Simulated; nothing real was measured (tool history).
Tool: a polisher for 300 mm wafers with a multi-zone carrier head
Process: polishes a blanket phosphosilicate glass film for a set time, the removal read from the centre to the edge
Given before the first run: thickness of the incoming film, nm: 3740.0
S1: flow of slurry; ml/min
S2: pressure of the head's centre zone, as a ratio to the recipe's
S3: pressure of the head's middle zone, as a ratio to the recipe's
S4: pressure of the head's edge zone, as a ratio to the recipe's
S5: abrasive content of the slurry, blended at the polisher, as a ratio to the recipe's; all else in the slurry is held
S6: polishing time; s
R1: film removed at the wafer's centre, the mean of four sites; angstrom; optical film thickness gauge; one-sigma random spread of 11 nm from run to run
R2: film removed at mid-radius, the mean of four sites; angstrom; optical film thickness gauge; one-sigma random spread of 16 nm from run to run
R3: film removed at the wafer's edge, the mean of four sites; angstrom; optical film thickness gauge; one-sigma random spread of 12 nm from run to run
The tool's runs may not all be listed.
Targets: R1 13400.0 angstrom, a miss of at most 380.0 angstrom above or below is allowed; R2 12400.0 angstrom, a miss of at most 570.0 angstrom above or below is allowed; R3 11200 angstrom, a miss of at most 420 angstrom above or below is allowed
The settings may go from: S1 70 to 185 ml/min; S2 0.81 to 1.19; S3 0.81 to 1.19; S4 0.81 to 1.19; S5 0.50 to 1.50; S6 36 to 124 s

Run 1, hour 0.0: S1 120 ml/min, S2 1.00, S3 1.00, S4 1.00, S5 1.00, S6 79 s. Result: R1 10628.0 angstrom, R2 10516.0 angstrom, R3 10649 angstrom.
Run 2, hour 4.7: S1 95 ml/min, S2 1.00, S3 1.00, S4 1.00, S5 1.00, S6 79 s. Result: R1 9895.0 angstrom, R2 9850.9 angstrom, R3 10133 angstrom.
Run 3, hour 6.1: S1 95 ml/min, S2 1.00, S3 0.95, S4 1.00, S5 1.00, S6 79 s. Result: R1 9780.9 angstrom, R2 9523.3 angstrom, R3 10155 angstrom.
Run 4, hour 8.3: S1 95 ml/min, S2 1.00, S3 0.95, S4 1.00, S5 1.20, S6 79 s. Result: R1 10560.0 angstrom, R2 10452.0 angstrom, R3 10695 angstrom.
Run 5, hour 15.2: S1 115 ml/min, S2 1.02, S3 0.97, S4 0.97, S5 1.20, S6 79 s. Result: R1 11498.0 angstrom, R2 11053.0 angstrom, R3 10979 angstrom.
Run 6, hour 18.8: S1 115 ml/min, S2 1.02, S3 0.97, S4 1.03, S5 1.20, S6 79 s. Result: R1 11554.0 angstrom, R2 11149.0 angstrom, R3 11322 angstrom.
Run 7, hour 20.3: S1 125 ml/min, S2 1.04, S3 0.99, S4 1.00, S5 1.20, S6 79 s. Result: R1 11925.0 angstrom, R2 11639.0 angstrom, R3 11340 angstrom.
Run 8, hour 28.6: S1 135 ml/min, S2 1.06, S3 0.99, S4 0.98, S5 1.20, S6 79 s. Result: R1 12419.0 angstrom, R2 11468.0 angstrom, R3 11348 angstrom.

Consider the 5 candidate settings below. Which is the only one whose results all fall within their allowed miss of target?
Run A, hour 36.9: S1 125 ml/min, S2 1.07, S3 0.91, S4 1.07, S5 0.95, S6 84 s. Result: R1 ?, R2 ?, R3 ?.
Run B, hour 36.9: S1 155 ml/min, S2 1.15, S3 1.11, S4 0.97, S5 1.30, S6 74 s. Result: R1 ?, R2 ?, R3 ?.
Run C, hour 36.9: S1 120 ml/min, S2 0.98, S3 1.01, S4 0.96, S5 1.10, S6 85 s. Result: R1 ?, R2 ?, R3 ?.
Run D, hour 36.9: S1 70 ml/min, S2 1.01, S3 1.10, S4 0.83, S5 1.25, S6 99 s. Result: R1 ?, R2 ?, R3 ?.
Run E, hour 36.9: S1 175 ml/min, S2 1.10, S3 1.17, S4 0.81, S5 1.50, S6 74 s. Result: R1 ?, R2 ?, R3 ?.

move       R1       R2     R3
   A  11922.0  10443.0  11484
   B  13361.0  12126.0  11231
   C  11673.0  11729.0  11590
   D  11694.0  12375.0  11658
   E  13823.0  13437.0  11044
A: moves away from the targets compared with the last run
B: meets every target
C: moves away from the targets compared with the last run
D: moves away from the targets compared with the last run
E: moves the result that the last run missed by most past its target, out the other side
So the answer is move B, the one that meets all the targets.

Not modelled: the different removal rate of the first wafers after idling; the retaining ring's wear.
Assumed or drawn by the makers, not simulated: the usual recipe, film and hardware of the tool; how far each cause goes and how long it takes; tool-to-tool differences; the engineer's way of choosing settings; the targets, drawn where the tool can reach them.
